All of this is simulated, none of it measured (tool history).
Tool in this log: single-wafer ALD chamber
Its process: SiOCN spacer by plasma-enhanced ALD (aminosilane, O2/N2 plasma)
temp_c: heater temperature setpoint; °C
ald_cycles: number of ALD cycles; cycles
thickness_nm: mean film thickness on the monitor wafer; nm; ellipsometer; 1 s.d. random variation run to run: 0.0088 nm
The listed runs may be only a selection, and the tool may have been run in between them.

run  hour  temp_c  ald_cycles  thickness_nm
  1     0     380          51        3.2339
  2   7.3     380          48        3.0599
  3  10.5     380          53        3.3937
  4  11.3     380          50        3.1742
  5  17.8     380          46        2.9195
  6  22.4     380          45        2.8613
  7  30.2     380          37        2.3451

Estimate the outcome of run 8 from the log above:
  8  36.7     380          38             ?

Run 8 came out at thickness_nm 2.4116 nm.
